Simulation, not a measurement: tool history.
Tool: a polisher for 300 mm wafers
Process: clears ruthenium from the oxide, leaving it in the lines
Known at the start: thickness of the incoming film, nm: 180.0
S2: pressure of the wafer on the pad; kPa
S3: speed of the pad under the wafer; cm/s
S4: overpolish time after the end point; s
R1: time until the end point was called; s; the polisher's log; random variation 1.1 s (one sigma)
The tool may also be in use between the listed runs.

run 1 hour=0.0 | flow_of_slurry_(ml/min)=150 S2=17.2 S3=104 S4=26 | R1=131.89
run 2 hour=5.7 | flow_of_slurry_(ml/min)=115 S2=17.2 S3=104 S4=26 | R1=142.15
run 3 hour=14.6 | flow_of_slurry_(ml/min)=115 S2=13.1 S3=104 S4=26 | R1=173.09
run 4 hour=18.9 | flow_of_slurry_(ml/min)=115 S2=13.1 S3=84 S4=26 | R1=208.01
run 5 hour=27.3 | flow_of_slurry_(ml/min)=125 S2=15.2 S3=84 S4=26 | R1=177.04
run 6 hour=35.6 | flow_of_slurry_(ml/min)=125 S2=17.9 S3=84 S4=26 | R1=155.10
run 7 hour=38.7 | flow_of_slurry_(ml/min)=135 S2=19.3 S3=84 S4=26 | R1=145.53
run 8 hour=44.3 | flow_of_slurry_(ml/min)=145 S2=20.7 S3=84 S4=26 | R1=134.02
-- hour=49.7 worn pad replaced by a new one
run 9 hour=49.7 | flow_of_slurry_(ml/min)=150 S2=21.4 S3=84 S4=26 | R1=112.74
run 10 hour=50.9 | flow_of_slurry_(ml/min)=155 S2=21.4 S3=84 S4=26 | R1=115.27

Forecast run 11:
run 11 hour=53.8 | flow_of_slurry_(ml/min)=160 S2=21.4 S3=84 S4=26 | R1=?

Run 11 gave R1 115.64 s.
